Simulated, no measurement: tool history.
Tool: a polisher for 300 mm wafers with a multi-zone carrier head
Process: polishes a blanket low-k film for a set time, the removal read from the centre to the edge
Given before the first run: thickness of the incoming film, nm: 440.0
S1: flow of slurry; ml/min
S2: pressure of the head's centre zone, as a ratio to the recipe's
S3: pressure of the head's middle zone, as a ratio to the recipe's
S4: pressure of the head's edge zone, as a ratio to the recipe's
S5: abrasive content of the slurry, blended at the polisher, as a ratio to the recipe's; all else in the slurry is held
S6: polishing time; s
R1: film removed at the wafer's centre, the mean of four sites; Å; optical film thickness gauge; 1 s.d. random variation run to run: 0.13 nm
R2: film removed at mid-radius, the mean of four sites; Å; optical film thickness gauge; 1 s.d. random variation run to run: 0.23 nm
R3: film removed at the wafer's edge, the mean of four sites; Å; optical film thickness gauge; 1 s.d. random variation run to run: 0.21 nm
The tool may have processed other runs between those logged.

| run | day | S1 | S2 | S3 | S4 | S5 | S6 | R1 | R2 | R3 |
|---|---|---|---|---|---|---|---|---|---|---|
| 1 | 0 | 155 | 1 | 1 | 1 | 1 | 37 | 177.5 | 171.78 | 167.56 |
| 2 | 0.188 | 155 | 1 | 0.97 | 1 | 1 | 37 | 176.87 | 169.11 | 172.08 |
| 3 | 0.425 | 155 | 1 | 0.9 | 1 | 1 | 37 | 175.54 | 154.05 | 172.56 |
| 4 | 0.517 | 150 | 0.99 | 0.92 | 0.98 | 1 | 37 | 172.88 | 158.14 | 168.32 |
| 5 | 0.608 | 145 | 0.98 | 0.93 | 0.97 | 1 | 37 | 171.21 | 158.71 | 169.4 |
| 6 | 0.862 | 145 | 0.98 | 0.93 | 0.89 | 1 | 37 | 169.99 | 162.77 | 159.08 |
| 7 | 1.008 | 140 | 0.97 | 0.94 | 0.88 | 1 | 37 | 167.37 | 159.29 | 161.92 |
| 8 | 1.038 | 140 | 0.96 | 0.96 | 0.87 | 1 | 37 | 164.76 | 161.84 | 160.37 |

Expected results for the next run?
| 9 | 1.246 | 140 | 0.96 | 0.97 | 0.86 | 1 | 37 | ? | ? | ? |

Run 9 came out at R1 164.61 Å, R2 164.56 Å, R3 159.63 Å.
